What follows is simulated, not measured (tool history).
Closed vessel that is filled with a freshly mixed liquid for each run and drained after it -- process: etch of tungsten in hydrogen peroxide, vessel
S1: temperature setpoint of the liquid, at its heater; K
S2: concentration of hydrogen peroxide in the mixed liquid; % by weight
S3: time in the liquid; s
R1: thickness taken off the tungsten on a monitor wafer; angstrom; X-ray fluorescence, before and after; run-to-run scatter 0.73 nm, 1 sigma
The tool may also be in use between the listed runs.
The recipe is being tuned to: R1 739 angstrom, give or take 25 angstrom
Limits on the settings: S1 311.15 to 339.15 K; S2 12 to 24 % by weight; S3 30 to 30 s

run,hour,S1,S2,S3,R1
1,0,327.15,16,30,401.98
2,4.1,330.65,16,30,496.21
3,7.1,331.65,16,30,527.38
4,14.7,331.65,16,30,522.73
5,15.2,332.65,16,30,560.3
6,23.9,332.65,17.5,30,580.45
7,29.2,333.15,17.5,30,602.54
8,38,333.65,17.5,30,628.39
9,40.5,334.15,17.5,30,641.48

Exactly one of the 4 candidate moves below puts every result within its allowed miss. Which one?
A,43,332.15,16,30,?
B,43,337.15,16.5,30,?
C,43,335.15,18,30,?
D,43,331.15,18.5,30,?

move,R1
A,536.29
B,724.17
C,675.58
D,544.16
A: further off than the last run
B: in spec on every target
C: nearer the targets than the last run, but a result is still out of spec
D: further off than the last run
The right move is B.
